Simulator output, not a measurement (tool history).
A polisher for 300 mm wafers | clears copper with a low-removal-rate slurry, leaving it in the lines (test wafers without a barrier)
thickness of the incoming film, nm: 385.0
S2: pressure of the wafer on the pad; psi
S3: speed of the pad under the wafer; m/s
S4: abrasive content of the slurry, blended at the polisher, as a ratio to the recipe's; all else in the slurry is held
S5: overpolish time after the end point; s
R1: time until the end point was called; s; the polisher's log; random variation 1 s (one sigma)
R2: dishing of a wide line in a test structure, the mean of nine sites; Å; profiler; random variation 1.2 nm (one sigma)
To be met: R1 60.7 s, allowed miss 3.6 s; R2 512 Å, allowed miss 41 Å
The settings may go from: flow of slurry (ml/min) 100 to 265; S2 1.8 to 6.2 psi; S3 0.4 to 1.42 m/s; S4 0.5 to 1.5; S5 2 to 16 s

run 1 hour=0 | flow_of_slurry_(ml/min)=170 S2=4 S3=0.9 S4=1 S5=8 | R1=109.96 R2=190.87
run 2 hour=1.1 | flow_of_slurry_(ml/min)=135 S2=4 S3=0.9 S4=1 S5=8 | R1=114.04 R2=187.69
run 3 hour=3.9 | flow_of_slurry_(ml/min)=135 S2=4.4 S3=0.94 S4=1 S5=9 | R1=100.78 R2=230.77
run 4 hour=12.1 | flow_of_slurry_(ml/min)=135 S2=4.4 S3=0.94 S4=1 S5=10 | R1=97.63 R2=258.96
run 5 hour=15 | flow_of_slurry_(ml/min)=165 S2=4.4 S3=0.94 S4=1 S5=10 | R1=94.657 R2=265.8
run 6 hour=23.5 | flow_of_slurry_(ml/min)=165 S2=4.8 S3=0.94 S4=1 S5=11 | R1=89.944 R2=306.81
run 7 hour=31 | flow_of_slurry_(ml/min)=165 S2=5.1 S3=0.98 S4=1 S5=11 | R1=79.535 R2=339.23
run 8 hour=32.4 | flow_of_slurry_(ml/min)=165 S2=6.2 S3=1 S4=1 S5=13 | R1=62.447 R2=488.68

Which of these 4 next moves meets every target?
run A hour=33.8 | flow_of_slurry_(ml/min)=160 S2=5.7 S3=1.1 S4=0.85 S5=14 | R1=? R2=?
run B hour=33.8 | flow_of_slurry_(ml/min)=195 S2=6.2 S3=1.04 S4=1 S5=13 | R1=? R2=?
run C hour=33.8 | flow_of_slurry_(ml/min)=185 S2=6.2 S3=0.98 S4=0.7 S5=15 | R1=? R2=?
run D hour=33.8 | flow_of_slurry_(ml/min)=170 S2=6.2 S3=1.02 S4=1.1 S5=11 | R1=? R2=?

move=A R1=67.091 R2=481.08
move=B R1=61.306 R2=488.97
move=C R1=71.155 R2=486.55
move=D R1=62.062 R2=419.47
A: brings the result that was furthest off to its target, and leaves another outside
B: meets every target
C: brings the result that was furthest off to its target, and leaves another outside
D: further off than the last run
The right move is B.
